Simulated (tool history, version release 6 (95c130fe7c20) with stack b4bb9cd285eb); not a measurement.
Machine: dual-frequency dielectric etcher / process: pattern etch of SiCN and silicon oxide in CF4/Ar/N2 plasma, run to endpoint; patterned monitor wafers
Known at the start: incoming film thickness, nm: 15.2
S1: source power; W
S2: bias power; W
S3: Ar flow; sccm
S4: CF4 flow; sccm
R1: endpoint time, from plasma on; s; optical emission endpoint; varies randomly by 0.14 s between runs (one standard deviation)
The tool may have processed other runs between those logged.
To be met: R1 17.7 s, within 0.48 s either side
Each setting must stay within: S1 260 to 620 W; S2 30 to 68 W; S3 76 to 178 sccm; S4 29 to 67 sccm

Run 1, hour 0: S1 440 W, S2 49 W, S3 127 sccm, S4 48 sccm. Result: R1 22.212 s.
Run 2, hour 5.5: S1 440 W, S2 49 W, S3 127 sccm, S4 40 sccm. Result: R1 22.892 s.
Run 3, hour 7.2: S1 440 W, S2 49 W, S3 127 sccm, S4 44 sccm. Result: R1 22.61 s.
Run 4, hour 12.5: S1 460 W, S2 49 W, S3 127 sccm, S4 44 sccm. Result: R1 21.708 s.
Run 5, hour 14.6: S1 460 W, S2 57 W, S3 127 sccm, S4 44 sccm. Result: R1 21.044 s.
Run 6, hour 16.5: S1 460 W, S2 57 W, S3 107 sccm, S4 44 sccm. Result: R1 20.229 s.
Run 7, hour 21.1: S1 470 W, S2 57 W, S3 107 sccm, S4 44 sccm. Result: R1 20.037 s.
Run 8, hour 29: S1 480 W, S2 57 W, S3 107 sccm, S4 44 sccm. Result: R1 19.48 s.
Run 9, hour 33.2: S1 490 W, S2 57 W, S3 107 sccm, S4 44 sccm. Result: R1 19.414 s.
Run 10, hour 34: S1 500 W, S2 57 W, S3 107 sccm, S4 44 sccm. Result: R1 19.162 s.
Run 11, hour 42.5: S1 510 W, S2 57 W, S3 107 sccm, S4 44 sccm. Result: R1 18.765 s.

Next run, 4 choices. One meets every target within its allowed miss, the rest don't. Which?
Run A, hour 51: S1 520 W, S2 53 W, S3 101 sccm, S4 34 sccm. Result: R1 ?.
Run B, hour 51: S1 520 W, S2 63 W, S3 103 sccm, S4 45 sccm. Result: R1 ?.
Run C, hour 51: S1 560 W, S2 60 W, S3 88 sccm, S4 44 sccm. Result: R1 ?.
Run D, hour 51: S1 560 W, S2 62 W, S3 107 sccm, S4 45 sccm. Result: R1 ?.

move      R1
   A  19.541
   B  17.603
   C  16.269
   D  16.686
A: its largest miss is bigger than the last run's
B: meets every target
C: moves the result that the last run missed by most past its target, out the other side
D: moves the result that the last run missed by most past its target, out the other side
The move that meets every target is B.
